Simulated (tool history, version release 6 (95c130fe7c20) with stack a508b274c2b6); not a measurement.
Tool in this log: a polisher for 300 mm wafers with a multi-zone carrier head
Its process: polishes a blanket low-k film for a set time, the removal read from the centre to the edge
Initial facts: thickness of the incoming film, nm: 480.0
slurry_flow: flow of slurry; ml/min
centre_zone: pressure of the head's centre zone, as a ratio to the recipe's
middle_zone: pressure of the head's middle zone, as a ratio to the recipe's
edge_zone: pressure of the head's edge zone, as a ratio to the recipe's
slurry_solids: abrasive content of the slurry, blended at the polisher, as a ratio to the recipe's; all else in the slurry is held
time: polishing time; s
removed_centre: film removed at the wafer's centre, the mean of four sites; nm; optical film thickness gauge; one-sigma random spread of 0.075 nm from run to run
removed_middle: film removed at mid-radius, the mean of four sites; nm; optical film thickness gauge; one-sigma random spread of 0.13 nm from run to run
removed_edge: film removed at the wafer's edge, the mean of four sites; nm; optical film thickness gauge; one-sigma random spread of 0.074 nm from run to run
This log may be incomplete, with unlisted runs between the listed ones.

run 1 hour=0 | slurry_flow=290 centre_zone=1 middle_zone=1 edge_zone=1 slurry_solids=1 time=49 | removed_centre=17.044 removed_middle=17.31 removed_edge=17.645
run 2 hour=3.9 | slurry_flow=290 centre_zone=0.94 middle_zone=1 edge_zone=1 slurry_solids=1 time=49 | removed_centre=16.102 removed_middle=17.459 removed_edge=17.91
run 3 hour=7.2 | slurry_flow=290 centre_zone=0.94 middle_zone=1 edge_zone=1 slurry_solids=1 time=58 | removed_centre=19.046 removed_middle=20.254 removed_edge=21.225
run 4 hour=11.7 | slurry_flow=290 centre_zone=0.94 middle_zone=1 edge_zone=0.96 slurry_solids=0.85 time=51 | removed_centre=15.567 removed_middle=16.365 removed_edge=16.688
run 5 hour=14 | slurry_flow=285 centre_zone=0.93 middle_zone=1.01 edge_zone=0.93 slurry_solids=0.75 time=47 | removed_centre=13.254 removed_middle=14.728 removed_edge=14.337
run 6 hour=14.6 | slurry_flow=285 centre_zone=0.93 middle_zone=1 edge_zone=0.91 slurry_solids=0.7 time=44 | removed_centre=12.061 removed_middle=13.34 removed_edge=12.767
run 7 hour=21.9 | slurry_flow=285 centre_zone=0.93 middle_zone=0.99 edge_zone=0.89 slurry_solids=0.65 time=42 | removed_centre=10.84 removed_middle=11.761 removed_edge=11.352
run 8 hour=28.9 | slurry_flow=285 centre_zone=0.93 middle_zone=0.99 edge_zone=0.89 slurry_solids=0.65 time=42 | removed_centre=10.819 removed_middle=11.798 removed_edge=11.373
run 9 hour=33.7 | slurry_flow=280 centre_zone=0.92 middle_zone=1.01 edge_zone=0.81 slurry_solids=0.5 time=37 | removed_centre=8.1632 removed_middle=9.0979 removed_edge=8.329
run 10 hour=41 | slurry_flow=295 centre_zone=0.93 middle_zone=1.02 edge_zone=0.83 slurry_solids=0.5 time=37 | removed_centre=8.3022 removed_middle=9.1687 removed_edge=8.2947

Forecast run 11:
run 11 hour=47.2 | slurry_flow=295 centre_zone=0.93 middle_zone=1.03 edge_zone=0.86 slurry_solids=0.5 time=37 | removed_centre=? removed_middle=? removed_edge=?

removed_centre: 8.3595 nm
removed_middle: 9.1404 nm
removed_edge: 8.6261 nm
